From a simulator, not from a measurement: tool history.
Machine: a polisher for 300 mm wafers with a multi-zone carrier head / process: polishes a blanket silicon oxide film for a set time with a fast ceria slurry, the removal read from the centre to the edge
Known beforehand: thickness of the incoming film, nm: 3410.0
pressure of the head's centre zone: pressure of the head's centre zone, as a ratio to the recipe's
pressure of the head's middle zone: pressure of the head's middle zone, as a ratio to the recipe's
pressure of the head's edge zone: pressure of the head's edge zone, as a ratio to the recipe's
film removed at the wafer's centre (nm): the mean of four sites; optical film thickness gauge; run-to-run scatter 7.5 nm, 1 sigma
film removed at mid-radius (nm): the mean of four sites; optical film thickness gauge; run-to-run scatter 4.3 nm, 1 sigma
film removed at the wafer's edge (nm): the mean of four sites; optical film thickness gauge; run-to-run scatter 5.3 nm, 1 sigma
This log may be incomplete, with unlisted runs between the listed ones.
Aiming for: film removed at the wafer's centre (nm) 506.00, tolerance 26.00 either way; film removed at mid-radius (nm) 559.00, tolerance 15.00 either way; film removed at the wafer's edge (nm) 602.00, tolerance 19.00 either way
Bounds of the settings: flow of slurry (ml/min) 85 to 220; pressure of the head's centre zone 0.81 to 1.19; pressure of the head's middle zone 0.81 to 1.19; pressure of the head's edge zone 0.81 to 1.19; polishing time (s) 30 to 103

run	hour	flow of slurry (ml/min)	pressure of the head's centre zone	pressure of the head's middle zone	pressure of the head's edge zone	polishing time (s)	film removed at the wafer's centre (nm)	film removed at mid-radius (nm)	film removed at the wafer's edge (nm)
1	0.0	140	1.00	1.00	1.00	66	948.91	974.97	981.84
2	3.8	140	0.95	1.00	1.00	66	928.79	972.12	976.27
3	6.0	130	0.93	0.99	1.01	61	824.10	885.56	914.55
4	12.2	130	0.93	0.96	1.01	61	846.15	869.03	896.22
5	19.4	125	0.91	0.96	1.02	57	755.57	801.89	831.81
6	26.5	95	0.91	0.96	1.02	57	731.57	752.52	805.66
7	31.7	95	0.90	0.96	1.02	54	676.62	705.36	771.52
8	40.5	95	0.89	0.96	1.01	52	630.88	687.48	748.49
9	48.3	95	0.90	0.95	0.98	50	619.82	657.23	699.24
10	54.0	95	0.89	0.94	0.97	49	582.38	627.33	674.76
11	58.1	95	0.88	0.93	0.95	49	586.75	636.54	678.43
12	66.6	90	0.84	0.90	0.93	40	455.92	501.44	544.56
13	73.7	90	0.84	0.90	0.93	40	458.36	495.36	543.68
14	80.4	100	0.84	0.91	0.95	40	476.95	509.16	558.48
15	84.1	100	0.84	0.92	0.96	40	467.99	519.19	557.33
16	87.2	105	0.84	0.93	0.98	40	465.68	528.93	559.97
17	91.8	105	0.85	0.93	1.00	40	485.01	520.73	578.90

Consider the 5 candidate settings below. Which is the only one whose results all fall within their allowed miss of target?
A	96.4	110	0.84	0.94	1.01	42	?	?	?
B	96.4	90	0.81	0.90	1.12	39	?	?	?
C	96.4	110	0.96	0.87	1.04	38	?	?	?
D	96.4	95	0.95	0.90	1.02	40	?	?	?
E	96.4	90	0.86	0.81	1.11	40	?	?	?

move	film removed at the wafer's centre (nm)	film removed at mid-radius (nm)	film removed at the wafer's edge (nm)
A	505.54	571.38	613.28
B	432.85	491.64	582.62
C	514.70	486.83	563.35
D	518.30	510.05	574.94
E	467.70	465.46	595.50
A: every result lands within tolerance
B: lands further from the targets than the last run did
C: lands further from the targets than the last run did
D: lands further from the targets than the last run did
E: lands further from the targets than the last run did
A is the move that brings every result within its allowed miss.

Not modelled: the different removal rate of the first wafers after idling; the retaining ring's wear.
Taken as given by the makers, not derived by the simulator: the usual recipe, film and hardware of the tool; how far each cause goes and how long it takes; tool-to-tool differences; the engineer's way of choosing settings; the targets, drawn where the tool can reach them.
